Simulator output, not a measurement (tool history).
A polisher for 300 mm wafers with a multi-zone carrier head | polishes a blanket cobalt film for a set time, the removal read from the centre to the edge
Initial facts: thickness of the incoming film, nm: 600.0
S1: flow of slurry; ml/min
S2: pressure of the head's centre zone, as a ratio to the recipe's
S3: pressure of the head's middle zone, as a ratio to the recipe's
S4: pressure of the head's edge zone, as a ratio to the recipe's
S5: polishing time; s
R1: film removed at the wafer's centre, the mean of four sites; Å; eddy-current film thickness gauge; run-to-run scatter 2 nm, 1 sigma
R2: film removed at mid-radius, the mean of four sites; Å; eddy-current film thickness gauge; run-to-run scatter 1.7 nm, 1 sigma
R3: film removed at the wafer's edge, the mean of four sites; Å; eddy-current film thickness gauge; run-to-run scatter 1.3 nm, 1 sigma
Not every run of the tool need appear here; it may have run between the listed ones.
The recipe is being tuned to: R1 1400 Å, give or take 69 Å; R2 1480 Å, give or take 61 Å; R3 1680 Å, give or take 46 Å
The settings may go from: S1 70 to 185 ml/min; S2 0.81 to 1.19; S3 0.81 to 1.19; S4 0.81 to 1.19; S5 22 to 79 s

| run | hour | S1 | S2 | S3 | S4 | S5 | R1 | R2 | R3 |
|---|---|---|---|---|---|---|---|---|---|
| 1 | 0 | 120 | 1 | 1 | 1 | 50 | 2299.7 | 2300 | 2302.9 |
| 2 | 4.2 | 140 | 1 | 1 | 1 | 50 | 2300.2 | 2408.1 | 2369.7 |
| 3 | 6.9 | 140 | 1 | 0.96 | 1 | 50 | 2298.9 | 2317 | 2379.3 |
| 4 | 9.6 | 140 | 1 | 0.88 | 1 | 50 | 2332.6 | 2191.5 | 2300.6 |
| 5 | 17.7 | 125 | 0.94 | 0.86 | 1.02 | 45 | 1917.9 | 1869.9 | 2101.8 |
| 6 | 19.3 | 115 | 0.9 | 0.85 | 0.98 | 43 | 1764.4 | 1711 | 1954.2 |
| 7 | 26.7 | 110 | 0.87 | 0.87 | 0.96 | 41 | 1594.1 | 1679.8 | 1830.3 |
| 8 | 27.2 | 100 | 0.85 | 0.85 | 0.95 | 41 | 1533.5 | 1592.2 | 1813.1 |
| 9 | 30 | 95 | 0.84 | 0.85 | 0.93 | 41 | 1499.1 | 1627.6 | 1778.5 |
| 10 | 33.5 | 95 | 0.84 | 0.85 | 0.93 | 41 | 1484.6 | 1589 | 1787.2 |
| 11 | 39.3 | 90 | 0.84 | 0.84 | 0.91 | 41 | 1444.8 | 1548.3 | 1744.7 |
| 12 | 43.9 | 85 | 0.85 | 0.84 | 0.9 | 41 | 1495 | 1556 | 1735.2 |

5 candidate next runs follow, results not yet known. Just one meets every target within its allowed miss. Identify it.
| A | 48.5 | 100 | 0.9 | 0.81 | 0.88 | 44 | ? | ? | ? |
| B | 48.5 | 95 | 0.87 | 0.92 | 0.94 | 40 | ? | ? | ? |
| C | 48.5 | 70 | 0.86 | 0.85 | 0.94 | 40 | ? | ? | ? |
| D | 48.5 | 75 | 0.82 | 0.94 | 0.92 | 42 | ? | ? | ? |
| E | 48.5 | 105 | 0.88 | 0.87 | 0.92 | 40 | ? | ? | ? |

| move | R1 | R2 | R3 |
|---|---|---|---|
| A | 1787.2 | 1651.4 | 1862.4 |
| B | 1556.1 | 1653.3 | 1732.7 |
| C | 1447.7 | 1470.2 | 1675 |
| D | 1469.8 | 1698.5 | 1752.9 |
| E | 1603.6 | 1604.7 | 1736.1 |
A: moves away from the targets compared with the last run
B: moves away from the targets compared with the last run
C: each result inside its tolerance
D: moves away from the targets compared with the last run
E: moves away from the targets compared with the last run
Correct choice: C, which meets every target

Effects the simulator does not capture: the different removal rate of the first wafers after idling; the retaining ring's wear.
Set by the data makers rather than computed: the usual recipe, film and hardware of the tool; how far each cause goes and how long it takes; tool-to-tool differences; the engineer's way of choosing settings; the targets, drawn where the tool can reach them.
